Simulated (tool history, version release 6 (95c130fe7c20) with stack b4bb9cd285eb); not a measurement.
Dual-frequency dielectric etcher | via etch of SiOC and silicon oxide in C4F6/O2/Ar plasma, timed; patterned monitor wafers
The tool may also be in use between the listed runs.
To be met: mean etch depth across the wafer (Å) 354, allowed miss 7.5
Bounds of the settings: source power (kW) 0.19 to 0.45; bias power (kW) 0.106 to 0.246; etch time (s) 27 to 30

| run | hour | source power (kW) | bias power (kW) | etch time (s) | mean etch depth across the wafer (Å) |
|---|---|---|---|---|---|
| 1 | 0 | 0.32 | 0.176 | 30 | 318.24 |
| 2 | 1 | 0.33 | 0.178 | 30 | 323.91 |
| 3 | 9.5 | 0.34 | 0.179 | 30 | 327.62 |
| 4 | 12.5 | 0.35 | 0.18 | 30 | 327.5 |
| 5 | 15.6 | 0.35 | 0.153 | 30 | 309.9 |
| 6 | 18.9 | 0.3 | 0.153 | 30 | 296.52 |
| 7 | 22.3 | 0.32 | 0.158 | 30 | 307.52 |
| 8 | 28.8 | 0.34 | 0.163 | 30 | 316.61 |
| 9 | 30.3 | 0.35 | 0.165 | 30 | 318.16 |
| 10 | 31.8 | 0.36 | 0.169 | 30 | 322.65 |
| 11 | 38.5 | 0.37 | 0.173 | 30 | 328.15 |
| 12 | 46.3 | 0.38 | 0.176 | 30 | 335.39 |
| 13 | 48.9 | 0.39 | 0.177 | 30 | 337.74 |
| 14 | 55.3 | 0.4 | 0.178 | 30 | 343.77 |
| 15 | 58.2 | 0.4 | 0.179 | 30 | 342.73 |
| 16 | 59 | 0.4 | 0.18 | 30 | 341.08 |
| 17 | 63.5 | 0.4 | 0.181 | 30 | 343.03 |
| 18 | 69.7 | 0.4 | 0.182 | 30 | 344.73 |
| 19 | 71.2 | 0.4 | 0.183 | 30 | 346.95 |

Which of these 4 next moves meets every target?
| A | 72.7 | 0.4 | 0.176 | 30 | ? |
| B | 72.7 | 0.41 | 0.222 | 27.5 | ? |
| C | 72.7 | 0.37 | 0.187 | 30 | ? |
| D | 72.7 | 0.45 | 0.199 | 28.5 | ? |

| move | mean etch depth across the wafer (Å) |
|---|---|
| A | 342.68 |
| B | 343.3 |
| C | 341.09 |
| D | 353.12 |
A: further off than the last run
B: further off than the last run
C: further off than the last run
D: meets every target
The right move is D.
